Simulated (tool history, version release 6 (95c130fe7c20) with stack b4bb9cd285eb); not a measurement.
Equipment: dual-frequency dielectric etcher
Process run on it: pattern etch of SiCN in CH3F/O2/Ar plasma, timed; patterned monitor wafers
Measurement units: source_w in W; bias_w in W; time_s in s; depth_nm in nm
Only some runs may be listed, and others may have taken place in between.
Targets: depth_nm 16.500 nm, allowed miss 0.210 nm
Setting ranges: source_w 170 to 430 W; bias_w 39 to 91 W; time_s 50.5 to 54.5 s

run	hour	source_w	bias_w	time_s	depth_nm
1	0.0	300	65	54.5	18.187
2	2.1	280	65	54.5	17.759
3	3.9	250	65	54.5	17.004
4	5.3	250	55	54.5	16.073
5	11.6	250	50	54.5	15.462
6	16.2	260	50	54.5	15.740
7	23.0	270	50	54.5	15.932
8	24.7	280	50	54.5	16.179

Exactly one of the 5 candidate moves below puts every result within its allowed miss. Which one?
A	26.4	250	57	53.0	?
B	26.4	360	39	54.5	?
C	26.4	290	55	54.5	?
D	26.4	300	59	52.5	?
E	26.4	280	52	53.5	?

move	depth_nm
A	15.770
B	16.492
C	16.951
D	16.946
E	16.107
A: moves away from the targets compared with the last run
B: all results in spec
C: the result that was furthest off in the last run now lies on the other side of its target
D: the result that was furthest off in the last run now lies on the other side of its target
E: moves away from the targets compared with the last run
Go with B: it meets all targets.
